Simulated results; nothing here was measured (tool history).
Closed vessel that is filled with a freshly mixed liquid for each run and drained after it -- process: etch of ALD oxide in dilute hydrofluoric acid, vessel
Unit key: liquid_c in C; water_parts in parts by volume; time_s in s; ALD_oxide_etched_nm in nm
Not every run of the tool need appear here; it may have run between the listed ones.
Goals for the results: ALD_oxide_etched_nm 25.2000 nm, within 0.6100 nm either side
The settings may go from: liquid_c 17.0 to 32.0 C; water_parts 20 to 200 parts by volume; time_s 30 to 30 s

run	hour	liquid_c	water_parts	time_s	ALD_oxide_etched_nm
1	0.0	24.0	110	30	8.3989
2	1.8	25.5	95	30	10.6250
3	10.6	27.0	85	30	12.5820
4	16.2	28.0	75	30	15.0870
5	22.7	29.0	70	30	16.9210
6	25.2	29.0	105	30	10.7140
7	26.8	29.5	90	30	13.1690
8	34.4	30.0	80	30	15.2220
9	35.9	30.5	75	30	16.4890
10	43.2	31.0	70	30	18.3450
11	46.7	32.0	40	30	34.7060
12	51.2	30.5	40	30	33.1980
13	52.8	29.0	40	30	30.9250
14	56.6	29.0	40	30	31.1450
15	64.4	27.5	40	30	29.2940
16	70.3	26.5	40	30	28.1950
17	71.2	26.0	40	30	27.4990
18	72.2	25.5	40	30	26.7220
19	77.2	25.0	40	30	26.1800

4 candidate next runs follow, results not yet known. Just one meets every target within its allowed miss. Identify it.
A	82.2	28.5	45	30	?
B	82.2	20.5	35	30	?
C	82.2	26.5	40	30	?
D	82.2	22.5	35	30	?

move	ALD_oxide_etched_nm
A	26.5950
B	24.9020
C	27.8050
D	27.1090
A: misses by more than the last run did
B: meets every target
C: misses by more than the last run did
D: misses by more than the last run did
B meets every target.
